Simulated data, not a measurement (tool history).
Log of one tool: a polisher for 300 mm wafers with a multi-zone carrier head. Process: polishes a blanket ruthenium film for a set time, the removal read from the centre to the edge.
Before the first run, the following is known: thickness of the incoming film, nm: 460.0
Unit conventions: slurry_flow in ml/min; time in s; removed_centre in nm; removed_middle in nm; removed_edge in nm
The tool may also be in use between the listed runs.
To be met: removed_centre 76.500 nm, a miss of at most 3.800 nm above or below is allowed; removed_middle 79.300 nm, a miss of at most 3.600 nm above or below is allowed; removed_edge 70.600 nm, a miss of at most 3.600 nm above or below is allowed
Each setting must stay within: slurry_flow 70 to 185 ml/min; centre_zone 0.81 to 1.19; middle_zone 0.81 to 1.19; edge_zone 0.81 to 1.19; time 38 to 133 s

run	hour	slurry_flow	centre_zone	middle_zone	edge_zone	time	removed_centre	removed_middle	removed_edge
1	0.0	120	1.00	1.00	1.00	85	62.439	64.967	60.861
2	5.6	120	1.00	1.00	1.07	85	63.211	65.711	65.743
3	7.1	145	1.00	1.00	1.07	85	65.109	66.226	65.740
4	11.6	145	1.01	1.01	1.07	86	66.530	68.154	68.306
5	16.6	145	1.02	1.02	1.06	86	68.657	66.764	65.698
6	22.5	145	1.02	1.03	1.06	87	68.087	69.757	67.335
7	29.0	145	1.02	1.03	1.06	87	68.341	70.461	68.935
8	32.4	145	1.03	1.04	1.05	87	66.480	70.108	66.053
9	38.8	145	1.04	1.04	1.05	88	71.600	71.815	70.094
10	45.5	145	1.04	1.05	1.04	88	70.958	70.526	68.324
11	46.7	145	1.04	1.06	1.03	89	71.729	72.877	70.037
12	47.9	145	1.04	1.07	1.02	89	71.049	73.114	68.750
13	55.6	145	1.04	1.08	1.01	89	70.556	75.601	67.232

Which of these 5 next moves meets every target?
A	63.3	155	1.19	1.18	0.81	89	?	?	?
B	63.3	125	0.91	1.09	1.17	87	?	?	?
C	63.3	130	0.95	1.06	1.15	87	?	?	?
D	63.3	140	1.08	1.05	1.13	86	?	?	?
E	63.3	135	1.06	1.12	1.00	94	?	?	?

move	removed_centre	removed_middle	removed_edge
A	79.178	82.212	64.063
B	58.723	72.356	71.576
C	61.422	71.236	71.399
D	68.844	70.807	70.694
E	73.513	81.123	72.665
A: brings the result that was furthest off to its target, and leaves another outside
B: moves away from the targets compared with the last run
C: moves away from the targets compared with the last run
D: moves away from the targets compared with the last run
E: hits every target within its allowed miss
E is the move that brings every result within its allowed miss.
